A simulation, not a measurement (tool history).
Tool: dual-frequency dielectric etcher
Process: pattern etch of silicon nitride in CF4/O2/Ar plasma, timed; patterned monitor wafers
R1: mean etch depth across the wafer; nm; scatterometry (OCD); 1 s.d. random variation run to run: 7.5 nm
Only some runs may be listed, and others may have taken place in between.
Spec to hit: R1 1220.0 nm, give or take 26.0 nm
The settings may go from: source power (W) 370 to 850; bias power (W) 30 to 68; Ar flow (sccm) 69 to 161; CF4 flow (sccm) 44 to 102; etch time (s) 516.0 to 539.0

Run 1, day 0.000: source power (W) 610, bias power (W) 49, Ar flow (sccm) 115, CF4 flow (sccm) 73, etch time (s) 516.0. Result: R1 1106.0 nm.
Run 2, day 0.346: source power (W) 630, bias power (W) 49, Ar flow (sccm) 115, CF4 flow (sccm) 73, etch time (s) 516.0. Result: R1 1137.0 nm.
Run 3, day 0.642: source power (W) 590, bias power (W) 49, Ar flow (sccm) 115, CF4 flow (sccm) 73, etch time (s) 516.0. Result: R1 1083.6 nm.
Run 4, day 0.775: source power (W) 590, bias power (W) 44, Ar flow (sccm) 115, CF4 flow (sccm) 73, etch time (s) 516.0. Result: R1 1013.6 nm.
Run 5, day 0.971: source power (W) 630, bias power (W) 44, Ar flow (sccm) 115, CF4 flow (sccm) 73, etch time (s) 516.0. Result: R1 1047.0 nm.
Run 6, day 1.138: source power (W) 720, bias power (W) 44, Ar flow (sccm) 115, CF4 flow (sccm) 73, etch time (s) 516.0. Result: R1 1154.4 nm.
Run 7, day 1.333: source power (W) 730, bias power (W) 44, Ar flow (sccm) 115, CF4 flow (sccm) 73, etch time (s) 516.0. Result: R1 1168.3 nm.
Run 8, day 1.638: source power (W) 740, bias power (W) 44, Ar flow (sccm) 115, CF4 flow (sccm) 73, etch time (s) 516.0. Result: R1 1171.6 nm.
Run 9, day 1.675: source power (W) 740, bias power (W) 44, Ar flow (sccm) 115, CF4 flow (sccm) 73, etch time (s) 516.0. Result: R1 1178.2 nm.
Run 10, day 1.858: source power (W) 750, bias power (W) 44, Ar flow (sccm) 115, CF4 flow (sccm) 73, etch time (s) 516.0. Result: R1 1184.0 nm.

Pick the move, out of 4, that brings all results within their allowed miss; only one does.
Run A, day 2.042: source power (W) 610, bias power (W) 57, Ar flow (sccm) 126, CF4 flow (sccm) 77, etch time (s) 520.5. Result: R1 ?.
Run B, day 2.042: source power (W) 710, bias power (W) 45, Ar flow (sccm) 121, CF4 flow (sccm) 72, etch time (s) 521.0. Result: R1 ?.
Run C, day 2.042: source power (W) 730, bias power (W) 50, Ar flow (sccm) 111, CF4 flow (sccm) 69, etch time (s) 535.0. Result: R1 ?.
Run D, day 2.042: source power (W) 680, bias power (W) 46, Ar flow (sccm) 119, CF4 flow (sccm) 69, etch time (s) 527.0. Result: R1 ?.

move      R1
   A  1207.9
   B  1154.1
   C  1308.3
   D  1148.5
A: all results in spec
B: further off than the last run
C: the result that was furthest off in the last run now lies on the other side of its target
D: further off than the last run
Move A is the one to make.

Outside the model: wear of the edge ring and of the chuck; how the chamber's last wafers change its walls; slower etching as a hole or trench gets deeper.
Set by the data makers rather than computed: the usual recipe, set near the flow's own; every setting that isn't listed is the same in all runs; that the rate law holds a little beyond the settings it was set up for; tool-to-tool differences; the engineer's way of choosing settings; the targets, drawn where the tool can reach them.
